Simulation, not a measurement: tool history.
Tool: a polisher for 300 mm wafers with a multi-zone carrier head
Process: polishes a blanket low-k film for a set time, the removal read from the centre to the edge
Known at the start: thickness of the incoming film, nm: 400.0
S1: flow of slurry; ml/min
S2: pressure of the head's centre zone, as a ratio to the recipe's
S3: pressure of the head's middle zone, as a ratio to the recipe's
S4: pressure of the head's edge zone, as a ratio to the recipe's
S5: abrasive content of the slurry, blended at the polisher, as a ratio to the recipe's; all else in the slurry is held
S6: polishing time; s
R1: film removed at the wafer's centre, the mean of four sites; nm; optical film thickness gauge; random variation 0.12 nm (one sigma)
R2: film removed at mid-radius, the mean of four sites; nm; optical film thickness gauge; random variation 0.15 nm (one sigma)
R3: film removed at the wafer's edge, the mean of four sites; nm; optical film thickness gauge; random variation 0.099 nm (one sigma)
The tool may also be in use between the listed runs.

run  hour   S1    S2    S3    S4    S5  S6      R1      R2      R3
  1   0.0  245  1.00  1.00  1.00  1.00  75  17.209  17.572  17.235
  2   4.9  245  1.00  1.05  1.00  1.00  75  17.124  17.847  17.031
  3  11.5  240  0.99  1.02  1.00  0.90  72  15.377  15.530  15.729
  4  18.9  240  0.97  1.03  0.97  0.80  71  13.833  14.149  14.544
  5  27.0  240  0.97  1.03  0.97  1.00  71  15.788  16.189  16.060
  6  35.3  215  0.97  1.03  0.97  1.00  71  15.542  16.090  15.957
  7  39.1  220  0.97  1.04  0.95  0.90  70  14.431  14.901  14.685
  8  44.5  215  0.96  1.04  0.93  0.80  70  13.276  13.574  13.719
  9  53.1  215  0.96  1.04  0.93  0.80  70  13.719  14.291  13.510
 10  59.3  215  0.94  1.01  0.92  0.75  70  12.317  12.995  12.834
 11  65.8  215  0.93  0.91  0.82  0.65  68  10.883  11.088  10.880

The next listed run, before its measurement:
 12  72.5  210  0.92  0.90  0.83  0.65  68   ?   ?   ?

{"run 12": {"R1": 10.826, "R2": 10.806, "R3": 10.915}}
